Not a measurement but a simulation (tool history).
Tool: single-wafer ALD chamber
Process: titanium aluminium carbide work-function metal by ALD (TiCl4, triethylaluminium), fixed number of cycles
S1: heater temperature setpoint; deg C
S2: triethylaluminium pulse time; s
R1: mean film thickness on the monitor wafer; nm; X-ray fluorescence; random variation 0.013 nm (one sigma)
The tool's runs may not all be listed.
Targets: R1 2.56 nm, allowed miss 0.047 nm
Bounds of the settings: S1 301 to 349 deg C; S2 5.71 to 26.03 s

Run 1, hour 0: S1 325 deg C, S2 15.87 s. Result: R1 2.3694 nm.
Run 2, hour 0.7: S1 321 deg C, S2 15.87 s. Result: R1 2.3176 nm.
Run 3, hour 2: S1 314 deg C, S2 15.87 s. Result: R1 2.2198 nm.
Run 4, hour 10: S1 320 deg C, S2 16.16 s. Result: R1 2.3215 nm.
Run 5, hour 11.6: S1 320 deg C, S2 13.13 s. Result: R1 2.2846 nm.
Run 6, hour 15.4: S1 325 deg C, S2 13.6 s. Result: R1 2.3371 nm.
Run 7, hour 24.3: S1 329 deg C, S2 14.16 s. Result: R1 2.4127 nm.
Run 8, hour 32.4: S1 331 deg C, S2 14.41 s. Result: R1 2.4279 nm.

Which of these 4 next moves meets every target?
Run A, hour 40.5: S1 326 deg C, S2 14.21 s. Result: R1 ?.
Run B, hour 40.5: S1 334 deg C, S2 20.55 s. Result: R1 ?.
Run C, hour 40.5: S1 344 deg C, S2 11.35 s. Result: R1 ?.
Run D, hour 40.5: S1 338 deg C, S2 13.5 s. Result: R1 ?.

move      R1
   A  2.3399
   B  2.4369
   C  2.5158
   D  2.4647
A: further off than the last run
B: nearer than the last run, and not there yet
C: meets every target
D: nearer than the last run, and not there yet
Move C is the one to make.
